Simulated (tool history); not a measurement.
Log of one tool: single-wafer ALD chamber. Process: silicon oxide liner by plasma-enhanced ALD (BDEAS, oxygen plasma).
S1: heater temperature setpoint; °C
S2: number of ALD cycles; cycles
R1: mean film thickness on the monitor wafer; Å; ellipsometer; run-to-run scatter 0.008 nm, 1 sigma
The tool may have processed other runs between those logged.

run  hour   S1  S2      R1
  1   0.0  310  37  34.592
  2   7.2  312  36  33.491
  3  12.2  314  36  33.338
  4  18.3  319  36  33.064
  5  25.4  321  36  33.080
  6  27.4  321  33  30.266
  7  28.5  318  33  30.392

What will run 8 give?
  8  35.7  315  33   ?

Run 8 measured R1 30.448 Å.
